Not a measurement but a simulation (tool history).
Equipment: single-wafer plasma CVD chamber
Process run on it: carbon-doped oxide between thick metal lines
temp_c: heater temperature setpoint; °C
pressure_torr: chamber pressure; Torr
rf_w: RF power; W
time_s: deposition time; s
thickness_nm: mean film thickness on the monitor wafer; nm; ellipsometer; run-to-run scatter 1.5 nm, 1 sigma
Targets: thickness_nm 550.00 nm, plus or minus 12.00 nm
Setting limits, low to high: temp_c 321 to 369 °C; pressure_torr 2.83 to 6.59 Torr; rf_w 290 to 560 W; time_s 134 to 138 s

run	hour	temp_c	pressure_torr	rf_w	time_s	thickness_nm
1	0.0	345	4.71	425	134	599.38
2	1.2	345	4.71	425	138	618.70
3	7.8	345	4.71	425	134	601.13
4	13.9	345	4.71	425	138	619.34
5	16.0	345	5.55	425	138	632.23
6	17.8	346	5.48	420	138	623.24
7	22.5	347	5.42	415	138	620.17
8	30.6	347	5.36	410	138	610.68
9	38.5	348	5.29	405	138	609.27
10	45.9	348	5.27	400	138	600.91
11	50.9	348	5.22	395	138	600.63
12	54.8	348	5.19	390	138	592.36
13	62.0	348	5.15	385	138	589.32
14	67.5	348	5.11	380	138	582.74

Below are 5 possible settings for the next run. Only one of them brings all results inside the allowed miss of their targets. Which is it?
A	73.0	348	5.38	370	138	?
B	73.0	353	5.24	385	138	?
C	73.0	348	5.57	330	134	?
D	73.0	356	4.95	380	134	?
E	73.0	349	4.71	345	134	?

move	thickness_nm
A	578.56
B	583.53
C	527.78
D	555.41
E	530.39
A: closes in on the targets versus the last run, not all within tolerance yet
B: no nearer and no further than the last run
C: moves the result that the last run missed by most past its target, out the other side
D: meets every target
E: moves the result that the last run missed by most past its target, out the other side
So the answer is move D, the one that meets all the targets.

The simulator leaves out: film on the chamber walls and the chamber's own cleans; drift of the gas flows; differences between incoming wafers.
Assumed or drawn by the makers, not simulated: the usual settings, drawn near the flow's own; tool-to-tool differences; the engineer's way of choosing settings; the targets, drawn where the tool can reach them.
